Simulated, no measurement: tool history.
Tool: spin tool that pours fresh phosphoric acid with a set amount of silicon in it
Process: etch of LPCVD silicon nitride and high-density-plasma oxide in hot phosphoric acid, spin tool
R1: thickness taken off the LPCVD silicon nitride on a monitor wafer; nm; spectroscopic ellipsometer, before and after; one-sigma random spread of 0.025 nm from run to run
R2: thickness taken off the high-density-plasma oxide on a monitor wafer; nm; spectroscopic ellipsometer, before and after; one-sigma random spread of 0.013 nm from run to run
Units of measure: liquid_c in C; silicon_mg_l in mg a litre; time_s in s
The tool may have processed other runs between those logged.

{"run": 1, "hour": 0.0, "liquid_c": 159, "silicon_mg_l": 10.5, "time_s": 115, "R1": 11.1, "R2": 0.61152}
{"run": 2, "hour": 1.7, "liquid_c": 157, "silicon_mg_l": 10.5, "time_s": 115, "R1": 10.415, "R2": 0.46973}
{"run": 3, "hour": 6.5, "liquid_c": 157, "silicon_mg_l": 10, "time_s": 105, "R1": 9.4799, "R2": 0.44589}
{"run": 4, "hour": 13.1, "liquid_c": 157, "silicon_mg_l": 10, "time_s": 65, "R1": 5.82, "R2": 0.27554}
{"run": 5, "hour": 20.9, "liquid_c": 157, "silicon_mg_l": 10, "time_s": 30, "R1": 2.7283, "R2": 0.14412}
{"run": 6, "hour": 24.5, "liquid_c": 157, "silicon_mg_l": 10, "time_s": 35, "R1": 3.1368, "R2": 0.15537}
{"run": 7, "hour": 26.4, "liquid_c": 157, "silicon_mg_l": 10, "time_s": 40, "R1": 3.6128, "R2": 0.17294}

Run 8, settings as shown, results not yet in. Your forecast:
{"run": 8, "hour": 28.7, "liquid_c": 157, "silicon_mg_l": 10, "time_s": 45, "R1": "?", "R2": "?"}

{"run 8": {"R1": 4.0975, "R2": 0.20346}}
